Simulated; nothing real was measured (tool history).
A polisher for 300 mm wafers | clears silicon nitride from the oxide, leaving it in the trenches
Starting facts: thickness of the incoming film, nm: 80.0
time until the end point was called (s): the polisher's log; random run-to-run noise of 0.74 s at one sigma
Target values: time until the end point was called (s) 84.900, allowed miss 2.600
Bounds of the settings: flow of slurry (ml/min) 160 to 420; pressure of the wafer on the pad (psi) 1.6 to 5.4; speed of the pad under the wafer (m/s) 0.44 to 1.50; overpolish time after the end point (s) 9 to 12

run,hour,flow of slurry (ml/min),pressure of the wafer on the pad (psi),speed of the pad under the wafer (m/s),overpolish time after the end point (s),time until the end point was called (s)
1,0.0,270,3.5,0.96,12,71.424
2,7.5,270,3.3,0.96,12,77.325
3,11.7,270,3.3,0.96,9,75.485
4,14.8,270,3.3,0.96,9,76.685
5,18.9,270,3.2,0.96,9,78.988
# hour 25.0: slurry nozzle cleaned
6,25.0,270,2.4,0.96,9,98.969
7,26.5,270,2.4,0.96,9,98.857
8,27.4,270,2.6,0.96,9,92.792
9,34.3,270,2.7,0.96,9,88.912

Exercise: of the 4 proposed moves below, exactly one satisfies all targets within the stated allowed misses. Which move is it?
A,41.2,300,2.6,1.04,9,?
B,41.2,235,2.3,1.16,12,?
C,41.2,270,2.7,0.84,10,?
D,41.2,300,2.8,0.86,9,?

move,time until the end point was called (s)
A,86.911
B,92.769
C,98.296
D,92.411
A: all results in spec
B: lands further from the targets than the last run did
C: lands further from the targets than the last run did
D: lands further from the targets than the last run did
The right move is A.

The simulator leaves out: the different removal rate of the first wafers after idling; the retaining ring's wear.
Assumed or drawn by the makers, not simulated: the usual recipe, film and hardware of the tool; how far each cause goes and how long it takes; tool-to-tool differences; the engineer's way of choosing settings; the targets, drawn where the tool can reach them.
